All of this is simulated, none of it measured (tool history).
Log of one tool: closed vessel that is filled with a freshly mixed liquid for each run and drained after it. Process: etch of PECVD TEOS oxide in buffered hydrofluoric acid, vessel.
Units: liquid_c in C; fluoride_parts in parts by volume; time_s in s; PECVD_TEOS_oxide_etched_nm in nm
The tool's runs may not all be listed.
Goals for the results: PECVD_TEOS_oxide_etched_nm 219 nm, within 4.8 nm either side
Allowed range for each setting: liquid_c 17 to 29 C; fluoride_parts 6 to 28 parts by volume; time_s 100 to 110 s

| run | hour | liquid_c | fluoride_parts | time_s | PECVD_TEOS_oxide_etched_nm |
|---|---|---|---|---|---|
| 1 | 0 | 21 | 17 | 100 | 173.18 |
| 2 | 5.5 | 21 | 17 | 110 | 190.47 |
| 3 | 11.1 | 19.5 | 17 | 110 | 175.86 |
| 4 | 19.5 | 19.5 | 17 | 100 | 157.67 |
| 5 | 27.7 | 21 | 17 | 100 | 171.9 |
| 6 | 29.4 | 23 | 17 | 100 | 193.37 |
| 7 | 34.5 | 23.5 | 17 | 100 | 199.12 |
| 8 | 38.4 | 24 | 17 | 100 | 200.69 |
| 9 | 43.5 | 26 | 17 | 100 | 226.73 |

Which single option among these 4 for the next run brings every result within its allowed miss of target? Just one does.
| A | 48.6 | 24.5 | 15 | 100 | ? |
| B | 48.6 | 27 | 18 | 105 | ? |
| C | 48.6 | 25.5 | 17 | 100 | ? |
| D | 48.6 | 23.5 | 15 | 105 | ? |

| move | PECVD_TEOS_oxide_etched_nm |
|---|---|
| A | 236.89 |
| B | 238.04 |
| C | 221.19 |
| D | 235.52 |
A: further off than the last run
B: further off than the last run
C: in spec on every target
D: further off than the last run
The right move is C.
